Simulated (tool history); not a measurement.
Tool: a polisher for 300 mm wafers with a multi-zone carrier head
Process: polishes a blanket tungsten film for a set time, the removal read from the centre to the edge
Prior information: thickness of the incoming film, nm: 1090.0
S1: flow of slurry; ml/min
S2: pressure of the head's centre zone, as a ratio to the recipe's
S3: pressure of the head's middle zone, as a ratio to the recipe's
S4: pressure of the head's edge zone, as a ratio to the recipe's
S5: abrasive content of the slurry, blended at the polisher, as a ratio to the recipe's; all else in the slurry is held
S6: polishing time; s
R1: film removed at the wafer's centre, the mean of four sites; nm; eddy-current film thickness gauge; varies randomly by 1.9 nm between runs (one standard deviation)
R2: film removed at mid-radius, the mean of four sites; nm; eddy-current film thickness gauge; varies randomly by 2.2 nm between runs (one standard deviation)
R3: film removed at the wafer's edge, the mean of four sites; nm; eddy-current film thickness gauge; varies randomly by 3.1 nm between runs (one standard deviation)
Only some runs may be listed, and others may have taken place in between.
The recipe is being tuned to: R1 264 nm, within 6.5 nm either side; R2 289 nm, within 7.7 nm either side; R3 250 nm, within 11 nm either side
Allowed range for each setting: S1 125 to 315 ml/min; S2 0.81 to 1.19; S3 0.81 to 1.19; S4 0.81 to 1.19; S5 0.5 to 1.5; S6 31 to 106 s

run 1 hour=0 | S1=205 S2=1 S3=1 S4=1 S5=1 S6=68 | R1=234.42 R2=224 R3=227.25
run 2 hour=5.3 | S1=225 S2=1.01 S3=1.06 S4=1.02 S5=1.05 S6=68 | R1=241.59 R2=245.32 R3=232.61
run 3 hour=12.6 | S1=225 S2=1.01 S3=1.06 S4=1.06 S5=1.05 S6=68 | R1=247.16 R2=244.36 R3=236.6
run 4 hour=15.6 | S1=225 S2=1.01 S3=1.02 S4=1.06 S5=1.05 S6=68 | R1=242.86 R2=233.88 R3=238.27
run 5 hour=22.2 | S1=240 S2=1.01 S3=1.07 S4=1.07 S5=1.1 S6=68 | R1=245.45 R2=250.13 R3=245.15
run 6 hour=26.3 | S1=250 S2=1.03 S3=1.11 S4=1.07 S5=1.1 S6=68 | R1=253.96 R2=259.38 R3=242.98
run 7 hour=27.5 | S1=255 S2=1.03 S3=1.14 S4=1.07 S5=1.15 S6=68 | R1=254.38 R2=266.84 R3=244.58
-- hour=35 centre zone pressure recalibrated
run 8 hour=35 | S1=265 S2=1.03 S3=1.16 S4=1.06 S5=1.2 S6=68 | R1=248.77 R2=278.41 R3=249.66

Which one of the following 4 next-run settings gets every result inside its allowed miss? There is exactly one.
run A hour=42.5 | S1=265 S2=1.04 S3=1.15 S4=1.07 S5=1.15 S6=78 | R1=? R2=? R3=?
run B hour=42.5 | S1=285 S2=0.94 S3=1.12 S4=1 S5=1.4 S6=76 | R1=? R2=? R3=?
run C hour=42.5 | S1=250 S2=1.05 S3=1.11 S4=1.02 S5=1.25 S6=75 | R1=? R2=? R3=?
run D hour=42.5 | S1=250 S2=1.08 S3=1.19 S4=1.03 S5=0.85 S6=75 | R1=? R2=? R3=?

move=A R1=284.25 R2=310.74 R3=279.53
move=B R1=264.04 R2=310.73 R3=276.09
move=C R1=278.7 R2=293.12 R3=266.01
move=D R1=265.32 R2=288.21 R3=247.28
A: takes the result that was furthest off past its target
B: brings the result that was furthest off to its target, and leaves another outside
C: takes the result that was furthest off past its target
D: in spec on every target
The move that meets every target is D.
